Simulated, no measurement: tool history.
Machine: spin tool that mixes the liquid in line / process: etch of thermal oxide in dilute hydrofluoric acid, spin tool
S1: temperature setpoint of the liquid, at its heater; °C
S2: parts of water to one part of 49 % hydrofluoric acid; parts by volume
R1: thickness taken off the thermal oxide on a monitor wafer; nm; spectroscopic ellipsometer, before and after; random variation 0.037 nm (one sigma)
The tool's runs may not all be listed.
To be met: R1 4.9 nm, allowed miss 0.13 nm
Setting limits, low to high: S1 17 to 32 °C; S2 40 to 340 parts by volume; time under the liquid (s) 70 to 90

Run 1, hour 0: S1 24 °C, S2 190 parts by volume, time under the liquid (s) 90. Result: R1 2.016 nm.
Run 2, hour 4.2: S1 21.5 °C, S2 190 parts by volume, time under the liquid (s) 90. Result: R1 1.8526 nm.
Run 3, hour 11.9: S1 24 °C, S2 165 parts by volume, time under the liquid (s) 90. Result: R1 2.4032 nm.
Run 4, hour 15.8: S1 26 °C, S2 150 parts by volume, time under the liquid (s) 90. Result: R1 2.9055 nm.
Run 5, hour 19.7: S1 27.5 °C, S2 140 parts by volume, time under the liquid (s) 90. Result: R1 3.3495 nm.
Run 6, hour 20.3: S1 28.5 °C, S2 135 parts by volume, time under the liquid (s) 90. Result: R1 3.5897 nm.
Run 7, hour 22.3: S1 29.5 °C, S2 130 parts by volume, time under the liquid (s) 90. Result: R1 3.9091 nm.
Run 8, hour 27.3: S1 29.5 °C, S2 130 parts by volume, time under the liquid (s) 90. Result: R1 3.8414 nm.
Run 9, hour 29.9: S1 29.5 °C, S2 130 parts by volume, time under the liquid (s) 90. Result: R1 3.9398 nm.
Run 10, hour 31: S1 30 °C, S2 125 parts by volume, time under the liquid (s) 90. Result: R1 4.1792 nm.
Run 11, hour 35.8: S1 30.5 °C, S2 120 parts by volume, time under the liquid (s) 90. Result: R1 4.4262 nm.
Run 12, hour 36.6: S1 31 °C, S2 120 parts by volume, time under the liquid (s) 90. Result: R1 4.5696 nm.
Run 13, hour 45: S1 31.5 °C, S2 120 parts by volume, time under the liquid (s) 90. Result: R1 4.5779 nm.

Exactly one of the 4 candidate moves below puts every result within its allowed miss. Which one?
Run A, hour 53.4: S1 32 °C, S2 110 parts by volume, time under the liquid (s) 90. Result: R1 ?.
Run B, hour 53.4: S1 27 °C, S2 95 parts by volume, time under the liquid (s) 90. Result: R1 ?.
Run C, hour 53.4: S1 31.5 °C, S2 110 parts by volume, time under the liquid (s) 90. Result: R1 ?.
Run D, hour 53.4: S1 32 °C, S2 115 parts by volume, time under the liquid (s) 90. Result: R1 ?.

move      R1
   A   5.269
   B  5.1624
   C  5.1736
   D  5.0035
A: the result that was furthest off in the last run now lies on the other side of its target
B: the result that was furthest off in the last run now lies on the other side of its target
C: the result that was furthest off in the last run now lies on the other side of its target
D: every result lands within tolerance
So the answer is move D, the one that meets all the targets.

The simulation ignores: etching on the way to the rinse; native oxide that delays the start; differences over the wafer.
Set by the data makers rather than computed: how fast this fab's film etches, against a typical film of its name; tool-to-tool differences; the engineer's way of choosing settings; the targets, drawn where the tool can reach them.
